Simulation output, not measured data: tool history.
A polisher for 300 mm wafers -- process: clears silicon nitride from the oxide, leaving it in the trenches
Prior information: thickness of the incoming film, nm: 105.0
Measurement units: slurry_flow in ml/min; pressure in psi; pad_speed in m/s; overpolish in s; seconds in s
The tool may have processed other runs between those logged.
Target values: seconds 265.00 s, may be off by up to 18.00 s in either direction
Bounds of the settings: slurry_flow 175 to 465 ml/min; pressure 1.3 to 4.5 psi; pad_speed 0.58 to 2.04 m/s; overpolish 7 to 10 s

run 1 hour=0.0 | slurry_flow=295 pressure=2.9 pad_speed=1.30 overpolish=10 | seconds=102.95
run 2 hour=5.4 | slurry_flow=295 pressure=2.9 pad_speed=1.30 overpolish=7 | seconds=101.31
run 3 hour=7.2 | slurry_flow=295 pressure=2.4 pad_speed=1.30 overpolish=7 | seconds=124.33
run 4 hour=13.5 | slurry_flow=295 pressure=1.8 pad_speed=1.30 overpolish=7 | seconds=160.14
run 5 hour=14.7 | slurry_flow=295 pressure=1.8 pad_speed=1.56 overpolish=7 | seconds=132.69
run 6 hour=15.7 | slurry_flow=340 pressure=1.8 pad_speed=1.56 overpolish=7 | seconds=135.96
run 7 hour=19.7 | slurry_flow=355 pressure=1.3 pad_speed=1.20 overpolish=7 | seconds=231.86
run 8 hour=21.2 | slurry_flow=360 pressure=1.3 pad_speed=1.16 overpolish=7 | seconds=232.13
run 9 hour=22.7 | slurry_flow=360 pressure=1.3 pad_speed=1.12 overpolish=7 | seconds=249.10

Below are 4 possible settings for the next run. Only one of them brings all results inside the allowed miss of their targets. Which is it?
run A hour=24.2 | slurry_flow=365 pressure=1.4 pad_speed=1.14 overpolish=10 | seconds=?
run B hour=24.2 | slurry_flow=355 pressure=1.3 pad_speed=1.30 overpolish=9 | seconds=?
run C hour=24.2 | slurry_flow=350 pressure=1.3 pad_speed=1.06 overpolish=8 | seconds=?
run D hour=24.2 | slurry_flow=340 pressure=1.4 pad_speed=1.08 overpolish=10 | seconds=?

move=A seconds=229.51
move=B seconds=219.79
move=C seconds=262.87
move=D seconds=241.89
A: moves away from the targets compared with the last run
B: moves away from the targets compared with the last run
C: hits every target within its allowed miss
D: moves away from the targets compared with the last run
So the answer is move C, the one that meets all the targets.
